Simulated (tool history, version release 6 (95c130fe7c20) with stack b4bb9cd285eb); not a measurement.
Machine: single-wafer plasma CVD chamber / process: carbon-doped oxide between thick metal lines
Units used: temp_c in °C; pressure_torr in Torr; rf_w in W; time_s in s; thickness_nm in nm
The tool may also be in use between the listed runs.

run 1 day=0 | temp_c=350 pressure_torr=3.8 rf_w=405 time_s=90 | thickness_nm=377.25
run 2 day=0.238 | temp_c=350 pressure_torr=4.13 rf_w=405 time_s=90 | thickness_nm=387.19
run 3 day=0.525 | temp_c=347 pressure_torr=4.5 rf_w=415 time_s=90 | thickness_nm=397.4
run 4 day=0.717 | temp_c=347 pressure_torr=4.5 rf_w=440 time_s=90 | thickness_nm=415.89
run 5 day=0.904 | temp_c=347 pressure_torr=4.08 rf_w=440 time_s=90 | thickness_nm=407.25
run 6 day=0.962 | temp_c=357 pressure_torr=4.08 rf_w=440 time_s=90 | thickness_nm=396.6
run 7 day=1.1 | temp_c=353 pressure_torr=4.39 rf_w=450 time_s=90 | thickness_nm=415.18
run 8 day=1.146 | temp_c=351 pressure_torr=4.62 rf_w=455 time_s=90 | thickness_nm=419.55
run 9 day=1.2 | temp_c=348 pressure_torr=4.77 rf_w=460 time_s=90 | thickness_nm=428.37

Run 10 is up next; what results do you expect?
run 10 day=1.479 | temp_c=346 pressure_torr=4.88 rf_w=465 time_s=90 | thickness_nm=?

thickness_nm: 431.23 nm
